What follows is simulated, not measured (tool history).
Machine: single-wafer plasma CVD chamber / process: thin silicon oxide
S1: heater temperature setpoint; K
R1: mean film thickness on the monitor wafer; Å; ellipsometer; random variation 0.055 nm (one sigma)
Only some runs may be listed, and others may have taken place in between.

run 1 hour=0 | S1=668.15 chamber_pressure_(mTorr)=980 RF_power_(kW)=0.23 deposition_time_(s)=9.25 | R1=177.38
run 2 hour=2.7 | S1=668.15 chamber_pressure_(mTorr)=980 RF_power_(kW)=0.23 deposition_time_(s)=9.25 | R1=176.89
run 3 hour=10.9 | S1=668.15 chamber_pressure_(mTorr)=876 RF_power_(kW)=0.23 deposition_time_(s)=9.25 | R1=157.2
run 4 hour=11.8 | S1=668.15 chamber_pressure_(mTorr)=781 RF_power_(kW)=0.22 deposition_time_(s)=9.25 | R1=135.47
run 5 hour=20 | S1=668.15 chamber_pressure_(mTorr)=892 RF_power_(kW)=0.22 deposition_time_(s)=9.25 | R1=157.85
run 6 hour=27.2 | S1=668.15 chamber_pressure_(mTorr)=792 RF_power_(kW)=0.215 deposition_time_(s)=9.25 | R1=136.03
run 7 hour=35.4 | S1=668.15 chamber_pressure_(mTorr)=596 RF_power_(kW)=0.215 deposition_time_(s)=9.25 | R1=92.298

Run 8 comes next. What will it give?
run 8 hour=43.2 | S1=668.15 chamber_pressure_(mTorr)=625 RF_power_(kW)=0.215 deposition_time_(s)=9.25 | R1=?

Run 8 yielded R1 98.638 Å.

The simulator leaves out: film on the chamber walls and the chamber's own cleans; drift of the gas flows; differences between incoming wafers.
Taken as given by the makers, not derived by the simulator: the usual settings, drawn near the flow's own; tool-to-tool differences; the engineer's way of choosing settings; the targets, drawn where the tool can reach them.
